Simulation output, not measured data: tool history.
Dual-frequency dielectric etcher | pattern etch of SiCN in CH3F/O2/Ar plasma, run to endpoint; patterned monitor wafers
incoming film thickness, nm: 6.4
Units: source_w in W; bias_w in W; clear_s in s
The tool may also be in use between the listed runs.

run 1 hour=0 | source_w=340 bias_w=99 | clear_s=15.523
run 2 hour=3.1 | source_w=330 bias_w=98 | clear_s=15.751
run 3 hour=3.9 | source_w=330 bias_w=114 | clear_s=14.645
run 4 hour=6.2 | source_w=330 bias_w=99 | clear_s=15.732
run 5 hour=9.3 | source_w=330 bias_w=82 | clear_s=16.991
run 6 hour=17.2 | source_w=390 bias_w=82 | clear_s=15.939
run 7 hour=20.5 | source_w=380 bias_w=81 | clear_s=16.325
run 8 hour=26 | source_w=370 bias_w=80 | clear_s=16.548
run 9 hour=29.6 | source_w=360 bias_w=79 | clear_s=16.583
run 10 hour=36.4 | source_w=350 bias_w=78 | clear_s=17.136

The next listed run, before its measurement:
run 11 hour=39.8 | source_w=330 bias_w=77 | clear_s=?

{"run 11": {"clear_s": 17.325}}
